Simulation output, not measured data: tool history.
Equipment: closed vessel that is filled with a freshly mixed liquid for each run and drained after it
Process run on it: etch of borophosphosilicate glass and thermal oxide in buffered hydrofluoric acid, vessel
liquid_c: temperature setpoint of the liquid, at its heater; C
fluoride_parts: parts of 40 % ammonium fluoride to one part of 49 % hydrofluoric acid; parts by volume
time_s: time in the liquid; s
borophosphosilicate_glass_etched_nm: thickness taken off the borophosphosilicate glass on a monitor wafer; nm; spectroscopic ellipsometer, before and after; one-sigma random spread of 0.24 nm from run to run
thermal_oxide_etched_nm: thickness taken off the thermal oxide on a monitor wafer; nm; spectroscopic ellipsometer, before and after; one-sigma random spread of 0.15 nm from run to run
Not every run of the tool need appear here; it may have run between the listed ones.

run	hour	liquid_c	fluoride_parts	time_s	borophosphosilicate_glass_etched_nm	thermal_oxide_etched_nm
1	0	24	18.5	60	74.283	39.116
2	7.4	24	23	60	60.535	32.25
3	11.7	22	23	60	54.464	28.803
4	13.3	20.5	23	60	50.017	26.62
5	18.6	20.5	20.5	60	55.623	29.257
6	25.4	20.5	20.5	80	73.345	39.277
7	30.2	19.5	23	80	62.552	33.346
8	38.4	19	25	80	57.629	30.664
9	43.6	18.5	26.5	80	54.158	28.614
10	49.2	18	27.5	80	51.301	27.358
11	53.7	17.5	28	80	49.6	26.179
12	58.4	17.5	28.5	80	48.948	25.286
13	60.4	17.5	29	75	44.73	23.805
14	65.6	17.5	29.5	75	44.711	23.434
15	72.9	17	29.5	75	43.26	22.92
16	81	17	29.5	75	43.347	22.717
17	86.5	17	30	75	42.711	22.447
18	94.3	17	29.5	75	43.085	22.481

Forecast run 19:
# hour 100.3: hydrofluoric acid flow meter replaced
19	100.3	17	30	75	?	?

borophosphosilicate_glass_etched_nm: 39.394 nm
thermal_oxide_etched_nm: 20.707 nm
